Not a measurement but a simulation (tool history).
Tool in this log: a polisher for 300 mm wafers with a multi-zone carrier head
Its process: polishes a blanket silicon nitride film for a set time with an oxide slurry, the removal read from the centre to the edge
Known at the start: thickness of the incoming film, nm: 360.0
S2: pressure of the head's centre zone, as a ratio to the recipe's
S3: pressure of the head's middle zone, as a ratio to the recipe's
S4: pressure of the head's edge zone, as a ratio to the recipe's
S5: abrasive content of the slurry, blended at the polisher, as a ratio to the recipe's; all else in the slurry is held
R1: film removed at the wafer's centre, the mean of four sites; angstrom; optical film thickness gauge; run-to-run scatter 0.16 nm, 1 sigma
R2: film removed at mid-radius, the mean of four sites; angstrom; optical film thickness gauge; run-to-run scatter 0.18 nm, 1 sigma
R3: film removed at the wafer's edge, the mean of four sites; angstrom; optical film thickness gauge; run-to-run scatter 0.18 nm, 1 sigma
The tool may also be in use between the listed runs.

run 1 hour=0.0 | flow_of_slurry_(ml/min)=235 S2=1.00 S3=1.00 S4=1.00 S5=1.00 polishing_time_(s)=32 | R1=285.66 R2=290.77 R3=283.62
run 2 hour=4.3 | flow_of_slurry_(ml/min)=280 S2=1.00 S3=1.00 S4=1.00 S5=1.00 polishing_time_(s)=32 | R1=297.51 R2=289.12 R3=282.41
run 3 hour=8.1 | flow_of_slurry_(ml/min)=280 S2=0.96 S3=1.00 S4=1.00 S5=1.00 polishing_time_(s)=32 | R1=282.40 R2=295.82 R3=287.18
run 4 hour=16.4 | flow_of_slurry_(ml/min)=285 S2=0.97 S3=0.95 S4=1.02 S5=0.85 polishing_time_(s)=27 | R1=229.98 R2=229.05 R3=236.60
run 5 hour=23.4 | flow_of_slurry_(ml/min)=290 S2=0.98 S3=0.91 S4=1.02 S5=0.75 polishing_time_(s)=23 | R1=188.68 R2=177.20 R3=186.77
run 6 hour=27.4 | flow_of_slurry_(ml/min)=280 S2=0.98 S3=0.88 S4=1.02 S5=0.65 polishing_time_(s)=22 | R1=169.64 R2=156.91 R3=170.08
run 7 hour=33.5 | flow_of_slurry_(ml/min)=265 S2=0.98 S3=0.86 S4=1.02 S5=0.60 polishing_time_(s)=22 | R1=161.91 R2=149.25 R3=167.65

Expected results for the next run?
run 8 hour=35.1 | flow_of_slurry_(ml/min)=260 S2=0.99 S3=0.84 S4=1.00 S5=0.55 polishing_time_(s)=21 | R1=? R2=? R3=?

Logged for run 8: R1 154.13 angstrom, R2 131.35 angstrom, R3 146.91 angstrom.
